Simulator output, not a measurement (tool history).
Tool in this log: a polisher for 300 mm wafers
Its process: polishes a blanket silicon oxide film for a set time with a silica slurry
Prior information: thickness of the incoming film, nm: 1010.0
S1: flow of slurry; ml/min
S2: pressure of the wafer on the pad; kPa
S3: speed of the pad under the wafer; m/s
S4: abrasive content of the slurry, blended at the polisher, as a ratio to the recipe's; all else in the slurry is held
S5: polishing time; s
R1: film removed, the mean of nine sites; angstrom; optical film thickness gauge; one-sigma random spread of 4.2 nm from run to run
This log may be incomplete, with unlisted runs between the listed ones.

Run 1, hour 0.0: S1 170 ml/min, S2 29.0 kPa, S3 1.38 m/s, S4 1.0, S5 48 s. Result: R1 2035.2 angstrom.
Run 2, hour 5.8: S1 170 ml/min, S2 29.0 kPa, S3 1.58 m/s, S4 1.0, S5 48 s. Result: R1 2269.9 angstrom.
Run 3, hour 10.4: S1 170 ml/min, S2 29.0 kPa, S3 1.58 m/s, S4 1.0, S5 48 s. Result: R1 2272.6 angstrom.
Run 4, hour 12.3: S1 170 ml/min, S2 33.1 kPa, S3 1.58 m/s, S4 1.0, S5 48 s. Result: R1 2598.2 angstrom.
Run 5, hour 15.7: S1 170 ml/min, S2 27.6 kPa, S3 1.58 m/s, S4 1.0, S5 48 s. Result: R1 2124.7 angstrom.
At hour 20.6: slurry nozzle cleaned.
Run 6, hour 20.6: S1 170 ml/min, S2 29.6 kPa, S3 1.58 m/s, S4 1.0, S5 48 s. Result: R1 2437.1 angstrom.
Run 7, hour 28.7: S1 170 ml/min, S2 31.0 kPa, S3 1.58 m/s, S4 1.0, S5 48 s. Result: R1 2518.8 angstrom.
Run 8, hour 35.0: S1 170 ml/min, S2 31.7 kPa, S3 1.58 m/s, S4 1.0, S5 48 s. Result: R1 2627.3 angstrom.

Predict the results of run 9:
Run 9, hour 42.1: S1 170 ml/min, S2 32.4 kPa, S3 1.58 m/s, S4 1.0, S5 48 s. Result: R1 ?.

{"run 9": {"R1": 2635.8}}
